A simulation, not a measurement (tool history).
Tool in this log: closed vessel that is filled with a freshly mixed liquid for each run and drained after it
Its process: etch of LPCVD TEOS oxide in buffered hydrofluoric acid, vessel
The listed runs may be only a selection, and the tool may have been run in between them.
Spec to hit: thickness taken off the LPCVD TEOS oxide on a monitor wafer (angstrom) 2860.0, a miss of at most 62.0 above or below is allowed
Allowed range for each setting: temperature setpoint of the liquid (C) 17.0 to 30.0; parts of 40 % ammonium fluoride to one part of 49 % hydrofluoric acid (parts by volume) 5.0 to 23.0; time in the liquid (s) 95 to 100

run	hour	temperature setpoint of the liquid (C)	parts of 40 % ammonium fluoride to one part of 49 % hydrofluoric acid (parts by volume)	time in the liquid (s)	thickness taken off the LPCVD TEOS oxide on a monitor wafer (angstrom)
1	0.0	22.0	14.0	95	1847.9
2	6.4	22.0	14.0	95	1870.4
3	14.7	23.0	14.0	95	1979.4
4	20.4	25.0	14.0	95	2190.1
5	25.2	28.0	14.0	95	2580.8
6	29.2	29.0	14.0	95	2761.8
# hour 34.3: hydrofluoric acid flow meter replaced
7	34.3	29.5	14.0	95	2622.7
8	37.9	30.0	13.5	95	2770.4

Pick the move, out of 4, that brings all results within their allowed miss; only one does.
A	41.5	26.5	11.5	100	?
B	41.5	28.5	12.5	95	?
C	41.5	29.0	13.0	95	?
D	41.5	26.5	12.5	100	?

move	thickness taken off the LPCVD TEOS oxide on a monitor wafer (angstrom)
A	2832.6
B	2759.8
C	2727.2
D	2611.0
A: meets every target
B: moves away from the targets compared with the last run
C: moves away from the targets compared with the last run
D: moves away from the targets compared with the last run
The move that meets every target is A.
